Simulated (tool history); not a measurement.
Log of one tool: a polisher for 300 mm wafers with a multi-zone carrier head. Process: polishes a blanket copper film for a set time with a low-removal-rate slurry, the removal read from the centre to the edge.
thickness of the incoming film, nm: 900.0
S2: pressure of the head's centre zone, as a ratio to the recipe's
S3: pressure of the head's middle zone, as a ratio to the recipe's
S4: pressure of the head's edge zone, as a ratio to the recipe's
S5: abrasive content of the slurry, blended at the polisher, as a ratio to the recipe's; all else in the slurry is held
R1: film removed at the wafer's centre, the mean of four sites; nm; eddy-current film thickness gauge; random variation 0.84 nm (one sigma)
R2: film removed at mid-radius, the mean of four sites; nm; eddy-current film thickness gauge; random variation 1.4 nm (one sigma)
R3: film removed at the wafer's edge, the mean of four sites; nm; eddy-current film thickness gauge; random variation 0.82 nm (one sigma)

{"run": 1, "hour": 0.0, "flow of slurry (ml/min)": 195, "S2": 1.0, "S3": 1.0, "S4": 1.0, "S5": 1.0, "polishing time (s)": 88, "R1": 197.21, "R2": 202.21, "R3": 201.27}
{"run": 2, "hour": 6.9, "flow of slurry (ml/min)": 195, "S2": 1.0, "S3": 1.0, "S4": 1.03, "S5": 1.0, "polishing time (s)": 88, "R1": 198.74, "R2": 203.31, "R3": 205.27}
{"run": 3, "hour": 15.7, "flow of slurry (ml/min)": 185, "S2": 1.01, "S3": 0.95, "S4": 1.0, "S5": 0.85, "polishing time (s)": 81, "R1": 176.2, "R2": 171.93, "R3": 177.68}
{"run": 4, "hour": 21.1, "flow of slurry (ml/min)": 185, "S2": 1.01, "S3": 1.0, "S4": 1.0, "S5": 0.85, "polishing time (s)": 81, "R1": 175.83, "R2": 180.95, "R3": 178.64}
{"run": 5, "hour": 24.4, "flow of slurry (ml/min)": 185, "S2": 0.93, "S3": 1.0, "S4": 1.0, "S5": 0.85, "polishing time (s)": 81, "R1": 163.78, "R2": 180.31, "R3": 177.95}
{"run": 6, "hour": 30.7, "flow of slurry (ml/min)": 225, "S2": 0.93, "S3": 1.0, "S4": 1.0, "S5": 0.85, "polishing time (s)": 81, "R1": 168.76, "R2": 186.23, "R3": 182.33}
{"run": 7, "hour": 32.7, "flow of slurry (ml/min)": 205, "S2": 0.96, "S3": 0.95, "S4": 0.99, "S5": 0.75, "polishing time (s)": 76, "R1": 157.74, "R2": 161.2, "R3": 165.93}
{"run": 8, "hour": 41.3, "flow of slurry (ml/min)": 190, "S2": 0.98, "S3": 0.91, "S4": 0.97, "S5": 0.7, "polishing time (s)": 73, "R1": 151.01, "R2": 146.23, "R3": 153.94}

The next listed run, before its measurement:
{"run": 9, "hour": 44.7, "flow of slurry (ml/min)": 175, "S2": 0.99, "S3": 0.88, "S4": 0.96, "S5": 0.65, "polishing time (s)": 71, "R1": "?", "R2": "?", "R3": "?"}

R1: 142.02 nm
R2: 135.01 nm
R3: 145.40 nm
